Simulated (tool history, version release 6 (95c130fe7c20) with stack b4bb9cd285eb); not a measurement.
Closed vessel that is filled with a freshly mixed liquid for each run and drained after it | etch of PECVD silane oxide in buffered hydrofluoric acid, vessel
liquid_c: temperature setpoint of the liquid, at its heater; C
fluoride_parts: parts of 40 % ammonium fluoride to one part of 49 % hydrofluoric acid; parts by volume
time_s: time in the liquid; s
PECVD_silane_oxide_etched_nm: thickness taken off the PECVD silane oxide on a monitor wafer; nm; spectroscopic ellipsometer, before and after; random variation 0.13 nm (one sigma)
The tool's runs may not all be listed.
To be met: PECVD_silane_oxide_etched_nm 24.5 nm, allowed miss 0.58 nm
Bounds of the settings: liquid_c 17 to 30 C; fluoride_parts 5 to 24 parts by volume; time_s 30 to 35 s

run	day	liquid_c	fluoride_parts	time_s	PECVD_silane_oxide_etched_nm
1	0	22	14.5	35	41.37
2	0.108	22	14.5	30	35.775
3	0.283	21	15	30	32.738
4	0.479	21	15	35	37.541
5	0.858	21	15	30	32.918
6	1.025	20	15	30	30.938
7	1.104	19.5	15	30	29.586
8	1.162	17	15.5	30	25.431

Which of these 4 next moves meets every target?
A	1.221	18.5	16	30	?
B	1.221	17	19.5	35	?
C	1.221	17	17	30	?
D	1.221	18.5	17.5	30	?

move	PECVD_silane_oxide_etched_nm
A	26.623
B	23.457
C	23.025
D	24.371
A: further off than the last run
B: takes the result that was furthest off past its target
C: takes the result that was furthest off past its target
D: meets every target
The right move is D.
